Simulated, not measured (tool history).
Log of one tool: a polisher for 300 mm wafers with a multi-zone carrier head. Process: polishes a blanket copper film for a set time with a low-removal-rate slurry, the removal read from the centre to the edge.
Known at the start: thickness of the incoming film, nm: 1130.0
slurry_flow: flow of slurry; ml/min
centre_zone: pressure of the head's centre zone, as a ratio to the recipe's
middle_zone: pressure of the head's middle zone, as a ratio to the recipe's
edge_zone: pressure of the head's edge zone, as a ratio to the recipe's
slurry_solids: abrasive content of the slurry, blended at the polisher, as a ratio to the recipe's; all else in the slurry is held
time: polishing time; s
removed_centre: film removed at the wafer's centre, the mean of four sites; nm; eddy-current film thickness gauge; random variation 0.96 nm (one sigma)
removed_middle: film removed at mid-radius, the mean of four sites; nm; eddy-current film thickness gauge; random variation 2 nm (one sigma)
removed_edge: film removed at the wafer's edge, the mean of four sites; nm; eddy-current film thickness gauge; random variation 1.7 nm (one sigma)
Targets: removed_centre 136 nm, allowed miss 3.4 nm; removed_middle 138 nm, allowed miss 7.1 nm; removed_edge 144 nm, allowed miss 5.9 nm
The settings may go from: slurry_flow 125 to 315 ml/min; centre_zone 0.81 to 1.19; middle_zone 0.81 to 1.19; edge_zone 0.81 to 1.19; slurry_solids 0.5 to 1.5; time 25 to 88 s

Run 1, hour 0: slurry_flow 205 ml/min, centre_zone 1, middle_zone 1, edge_zone 1, slurry_solids 1, time 56 s. Result: removed_centre 169.39 nm, removed_middle 168.72 nm, removed_edge 162.36 nm.
Run 2, hour 6.6: slurry_flow 205 ml/min, centre_zone 1, middle_zone 1, edge_zone 1, slurry_solids 1, time 67 s. Result: removed_centre 200.31 nm, removed_middle 202.91 nm, removed_edge 195.92 nm.
Run 3, hour 14.2: slurry_flow 205 ml/min, centre_zone 1, middle_zone 1, edge_zone 1, slurry_solids 0.9, time 67 s. Result: removed_centre 195.71 nm, removed_middle 194.88 nm, removed_edge 190.29 nm.
Run 4, hour 19.8: slurry_flow 200 ml/min, centre_zone 0.96, middle_zone 0.97, edge_zone 0.97, slurry_solids 0.8, time 66 s. Result: removed_centre 181.13 nm, removed_middle 184.27 nm, removed_edge 182.05 nm.
Run 5, hour 23.7: slurry_flow 200 ml/min, centre_zone 1.04, middle_zone 0.97, edge_zone 0.97, slurry_solids 0.8, time 66 s. Result: removed_centre 194.43 nm, removed_middle 182.61 nm, removed_edge 183.11 nm.
Run 6, hour 30.5: slurry_flow 200 ml/min, centre_zone 1.04, middle_zone 0.97, edge_zone 0.97, slurry_solids 0.8, time 75 s. Result: removed_centre 222 nm, removed_middle 201.07 nm, removed_edge 206.6 nm.
Run 7, hour 39.3: slurry_flow 190 ml/min, centre_zone 1.01, middle_zone 0.95, edge_zone 0.95, slurry_solids 0.7, time 71 s. Result: removed_centre 198.45 nm, removed_middle 188.23 nm, removed_edge 189.27 nm.
Run 8, hour 43.4: slurry_flow 185 ml/min, centre_zone 0.98, middle_zone 0.92, edge_zone 0.95, slurry_solids 0.65, time 67 s. Result: removed_centre 176.2 nm, removed_middle 170.85 nm, removed_edge 176.14 nm.
Run 9, hour 51.9: slurry_flow 180 ml/min, centre_zone 0.96, middle_zone 0.9, edge_zone 0.93, slurry_solids 0.6, time 65 s. Result: removed_centre 164.96 nm, removed_middle 155.63 nm, removed_edge 165.16 nm.

4 next moves are on the table. One of them brings every result within its allowed miss. Which?
Run A, hour 60.4: slurry_flow 230 ml/min, centre_zone 0.91, middle_zone 0.91, edge_zone 0.98, slurry_solids 0.5, time 56 s. Result: removed_centre ?, removed_middle ?, removed_edge ?.
Run B, hour 60.4: slurry_flow 220 ml/min, centre_zone 1, middle_zone 1.16, edge_zone 0.9, slurry_solids 0.75, time 56 s. Result: removed_centre ?, removed_middle ?, removed_edge ?.
Run C, hour 60.4: slurry_flow 245 ml/min, centre_zone 1.01, middle_zone 1.07, edge_zone 0.86, slurry_solids 0.55, time 64 s. Result: removed_centre ?, removed_middle ?, removed_edge ?.
Run D, hour 60.4: slurry_flow 175 ml/min, centre_zone 0.92, middle_zone 1.19, edge_zone 0.84, slurry_solids 0.5, time 61 s. Result: removed_centre ?, removed_middle ?, removed_edge ?.

move  removed_centre  removed_middle  removed_edge
   A          136.59          134.92         145.4
   B          161.54          177.98        149.81
   C          178.21          181.22        159.79
   D          144.22          177.42        142.72
A: meets every target
B: nearer than the last run, and not there yet
C: further off than the last run
D: nearer than the last run, and not there yet
The right move is A.
